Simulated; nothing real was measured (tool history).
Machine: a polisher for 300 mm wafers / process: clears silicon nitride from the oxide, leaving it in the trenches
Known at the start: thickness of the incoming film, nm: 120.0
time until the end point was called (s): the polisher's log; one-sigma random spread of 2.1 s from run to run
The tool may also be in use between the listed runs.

run  hour  flow of slurry (ml/min)  pressure of the wafer on the pad (psi)  speed of the pad under the wafer (m/s)  overpolish time after the end point (s)  time until the end point was called (s)
  1     0                      260                                     3.5                                    1.04                                        9                                    106.9
  2   2.9                      260                                     3.2                                    1.04                                        9                                   118.04
  3  11.3                      235                                     3.2                                    1.04                                        9                                      120
  4    15                      235                                       3                                    1.04                                        9                                   124.66
  5  17.7                      235                                     2.8                                    1.04                                        9                                   134.35
  6  20.5                      235                                     3.7                                    1.04                                        9                                    104.2

Run 7, settings as shown, results not yet in. Your forecast:
  7  25.3                      235                                     3.7                                    1.04                                        9                                        ?

Run 7 gave time until the end point was called (s) 104.37.
